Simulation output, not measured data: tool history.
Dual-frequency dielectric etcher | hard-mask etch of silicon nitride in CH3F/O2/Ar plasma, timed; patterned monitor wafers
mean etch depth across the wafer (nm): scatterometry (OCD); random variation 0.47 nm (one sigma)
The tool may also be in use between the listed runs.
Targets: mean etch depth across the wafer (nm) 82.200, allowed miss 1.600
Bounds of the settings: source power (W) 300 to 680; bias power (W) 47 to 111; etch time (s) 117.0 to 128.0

| run | hour | source power (W) | bias power (W) | etch time (s) | mean etch depth across the wafer (nm) |
|---|---|---|---|---|---|
| 1 | 0.0 | 490 | 79 | 128.0 | 105.560 |
| 2 | 2.0 | 460 | 74 | 127.0 | 99.104 |
| 3 | 11.0 | 460 | 87 | 127.0 | 102.730 |
| 4 | 14.4 | 460 | 80 | 127.0 | 101.660 |
| 5 | 16.4 | 460 | 80 | 128.0 | 101.670 |
| 6 | 24.9 | 460 | 93 | 128.0 | 106.370 |
| 7 | 28.1 | 460 | 93 | 128.0 | 107.040 |
| 8 | 29.2 | 430 | 88 | 127.0 | 99.467 |
| 9 | 33.4 | 410 | 87 | 127.0 | 98.032 |
| 10 | 39.4 | 390 | 84 | 126.5 | 93.167 |
| 11 | 44.8 | 300 | 76 | 125.5 | 77.328 |
|  | 46.1 | bias power generator calibrated |
| 12 | 46.1 | 310 | 76 | 125.5 | 77.540 |

4 next moves are on the table. One of them brings every result within its allowed miss. Which?
| A | 47.4 | 350 | 63 | 117.0 | ? |
| B | 47.4 | 310 | 93 | 124.5 | ? |
| C | 47.4 | 350 | 82 | 126.5 | ? |
| D | 47.4 | 320 | 71 | 120.0 | ? |

| move | mean etch depth across the wafer (nm) |
|---|---|
| A | 73.704 |
| B | 82.368 |
| C | 86.350 |
| D | 74.260 |
A: further off than the last run
B: meets every target
C: takes the result that was furthest off past its target
D: further off than the last run
Answer: B
